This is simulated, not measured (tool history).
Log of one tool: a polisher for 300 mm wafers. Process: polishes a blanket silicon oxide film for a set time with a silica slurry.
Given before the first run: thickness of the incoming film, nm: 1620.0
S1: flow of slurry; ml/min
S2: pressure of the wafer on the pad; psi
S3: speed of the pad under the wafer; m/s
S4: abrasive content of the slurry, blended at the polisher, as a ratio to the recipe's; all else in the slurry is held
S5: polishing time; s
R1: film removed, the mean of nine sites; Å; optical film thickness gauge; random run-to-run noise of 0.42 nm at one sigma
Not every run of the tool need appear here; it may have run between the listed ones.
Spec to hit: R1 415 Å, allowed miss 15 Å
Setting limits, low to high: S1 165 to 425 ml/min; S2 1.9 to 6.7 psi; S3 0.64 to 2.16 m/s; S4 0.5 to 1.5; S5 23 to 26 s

run,hour,S1,S2,S3,S4,S5,R1
1,0,275,4.3,1.4,1,26,913.85
2,2,275,3.7,1.3,1,26,753.94
3,7.5,275,3.2,1.22,1,26,621.95
4,10.3,275,4.2,1.22,1,26,807.73
5,11.7,305,4.2,1.22,1,26,813.37
6,14.3,305,4.2,1.02,1,26,713.16
7,20.7,305,3.6,1.02,1,26,623.59
8,24.3,305,2.4,0.96,1,26,394.64

5 next moves are on the table. One of them brings every result within its allowed miss. Which?
A,27.9,350,2.9,0.76,0.9,26,?
B,27.9,375,3.2,0.72,1.1,24,?
C,27.9,405,3.1,0.96,0.85,25,?
D,27.9,265,2.5,1.1,1.05,25,?
E,27.9,270,2.6,0.8,1.15,26,?

move,R1
A,378.32
B,412.33
C,456.46
D,450.35
E,395.23
A: lands further from the targets than the last run did
B: all results land within tolerance of their targets
C: the result that was furthest off in the last run now lies on the other side of its target
D: the result that was furthest off in the last run now lies on the other side of its target
E: as far off as the last run
Move B is the one to make.

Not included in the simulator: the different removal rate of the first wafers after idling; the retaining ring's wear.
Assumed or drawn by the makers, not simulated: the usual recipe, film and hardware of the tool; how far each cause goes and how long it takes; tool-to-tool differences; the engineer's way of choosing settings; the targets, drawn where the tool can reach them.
